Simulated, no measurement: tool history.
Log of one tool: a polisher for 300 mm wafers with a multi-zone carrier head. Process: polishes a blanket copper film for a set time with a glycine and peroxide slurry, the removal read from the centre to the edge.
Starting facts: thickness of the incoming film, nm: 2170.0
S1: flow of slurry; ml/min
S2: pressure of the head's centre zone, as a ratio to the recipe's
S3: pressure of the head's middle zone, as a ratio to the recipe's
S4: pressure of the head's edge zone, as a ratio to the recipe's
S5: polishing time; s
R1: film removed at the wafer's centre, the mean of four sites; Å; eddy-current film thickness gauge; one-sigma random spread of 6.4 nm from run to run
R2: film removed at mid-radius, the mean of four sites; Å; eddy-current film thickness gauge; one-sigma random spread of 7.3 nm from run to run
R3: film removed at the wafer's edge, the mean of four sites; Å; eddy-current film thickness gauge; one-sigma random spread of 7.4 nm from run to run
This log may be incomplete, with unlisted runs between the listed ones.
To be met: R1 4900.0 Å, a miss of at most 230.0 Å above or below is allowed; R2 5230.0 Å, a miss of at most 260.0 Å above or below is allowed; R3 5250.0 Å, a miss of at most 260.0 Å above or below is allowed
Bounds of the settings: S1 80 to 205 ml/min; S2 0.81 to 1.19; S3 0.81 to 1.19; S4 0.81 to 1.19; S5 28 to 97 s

run 1 hour=0.0 | S1=135 S2=1.00 S3=1.00 S4=1.00 S5=62 | R1=3636.0 R2=3682.8 R3=3651.4
run 2 hour=2.9 | S1=135 S2=1.00 S3=1.00 S4=1.00 S5=70 | R1=3986.9 R2=4141.2 R3=4164.6
run 3 hour=8.2 | S1=145 S2=1.01 S3=1.02 S4=1.03 S5=73 | R1=4383.7 R2=4312.2 R3=4330.2
run 4 hour=15.1 | S1=145 S2=1.01 S3=1.02 S4=1.03 S5=62 | R1=3706.5 R2=3707.1 R3=3720.3
run 5 hour=17.2 | S1=145 S2=1.01 S3=1.02 S4=1.03 S5=68 | R1=4052.5 R2=4031.6 R3=4097.8
run 6 hour=22.9 | S1=145 S2=1.01 S3=1.02 S4=1.03 S5=78 | R1=4687.5 R2=4587.7 R3=4664.1
run 7 hour=29.9 | S1=145 S2=0.99 S3=1.03 S4=1.03 S5=81 | R1=4668.7 R2=4762.1 R3=4900.6
run 8 hour=30.7 | S1=145 S2=0.99 S3=1.04 S4=1.02 S5=83 | R1=4814.2 R2=5083.9 R3=4790.8

Pick the move, out of 5, that brings all results within their allowed miss; only one does.
run A hour=31.5 | S1=155 S2=0.95 S3=1.04 S4=1.02 S5=87 | R1=? R2=? R3=?
run B hour=31.5 | S1=165 S2=1.01 S3=1.15 S4=0.92 S5=79 | R1=? R2=? R3=?
run C hour=31.5 | S1=135 S2=0.99 S3=1.10 S4=0.96 S5=80 | R1=? R2=? R3=?
run D hour=31.5 | S1=160 S2=1.06 S3=1.19 S4=0.91 S5=76 | R1=? R2=? R3=?
run E hour=31.5 | S1=145 S2=1.02 S3=1.17 S4=0.89 S5=87 | R1=? R2=? R3=?

move=A R1=4906.1 R2=5397.0 R3=5130.4
move=B R1=4782.4 R2=5282.1 R3=4454.8
move=C R1=4613.5 R2=5063.4 R3=4523.5
move=D R1=4811.0 R2=5181.6 R3=4250.9
move=E R1=5225.2 R2=5793.5 R3=4776.3
A: all results in spec
B: its largest miss is bigger than the last run's
C: its largest miss is bigger than the last run's
D: its largest miss is bigger than the last run's
E: its largest miss is bigger than the last run's
The right move is A.

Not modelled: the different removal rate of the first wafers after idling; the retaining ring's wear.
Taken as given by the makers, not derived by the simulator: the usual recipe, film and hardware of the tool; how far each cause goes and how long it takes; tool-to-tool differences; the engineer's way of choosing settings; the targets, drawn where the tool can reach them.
